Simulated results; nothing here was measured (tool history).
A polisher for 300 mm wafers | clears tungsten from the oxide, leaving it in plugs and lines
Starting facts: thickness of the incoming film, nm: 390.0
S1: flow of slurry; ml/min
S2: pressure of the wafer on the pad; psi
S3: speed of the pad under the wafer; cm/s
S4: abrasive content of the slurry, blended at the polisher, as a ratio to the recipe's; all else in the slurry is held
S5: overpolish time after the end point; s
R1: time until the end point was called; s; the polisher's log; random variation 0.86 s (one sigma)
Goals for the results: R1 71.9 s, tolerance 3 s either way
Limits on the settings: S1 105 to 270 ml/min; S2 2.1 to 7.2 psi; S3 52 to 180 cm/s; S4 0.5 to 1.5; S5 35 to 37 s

run 1 hour=0 | S1=175 S2=4.6 S3=116 S4=1 S5=35 | R1=56.766
run 2 hour=6.5 | S1=175 S2=4.5 S3=116 S4=1 S5=35 | R1=57.467
run 3 hour=10.1 | S1=175 S2=4.4 S3=116 S4=1 S5=35 | R1=57.232
run 4 hour=14.5 | S1=175 S2=4.2 S3=116 S4=1 S5=35 | R1=60.91
run 5 hour=21.2 | S1=175 S2=4.1 S3=116 S4=1 S5=35 | R1=60.185
run 6 hour=25.5 | S1=175 S2=4 S3=116 S4=1 S5=35 | R1=61.621
run 7 hour=33.5 | S1=175 S2=3.9 S3=116 S4=1 S5=35 | R1=63.745
run 8 hour=36.9 | S1=175 S2=3.8 S3=116 S4=1 S5=35 | R1=64.571
run 9 hour=41.8 | S1=175 S2=3.8 S3=116 S4=1 S5=35 | R1=64.407
run 10 hour=43.6 | S1=175 S2=3.7 S3=116 S4=1 S5=35 | R1=64.289
run 11 hour=46.5 | S1=175 S2=3.6 S3=116 S4=1 S5=35 | R1=66.308
run 12 hour=50.1 | S1=175 S2=3.5 S3=116 S4=1 S5=35 | R1=67.169

Consider the 4 candidate settings below. Which is the only one whose results all fall within their allowed miss of target?
run A hour=53.7 | S1=200 S2=3.5 S3=106 S4=0.75 S5=35 | R1=?
run B hour=53.7 | S1=170 S2=3.4 S3=126 S4=1.1 S5=35 | R1=?
run C hour=53.7 | S1=200 S2=3.2 S3=114 S4=1 S5=37 | R1=?
run D hour=53.7 | S1=145 S2=3.8 S3=94 S4=1.15 S5=36 | R1=?

move=A R1=81.702
move=B R1=63.681
move=C R1=73.399
move=D R1=78.759
A: pushes the last run's worst result past its target
B: further off than the last run
C: all results in spec
D: pushes the last run's worst result past its target
C meets every target.
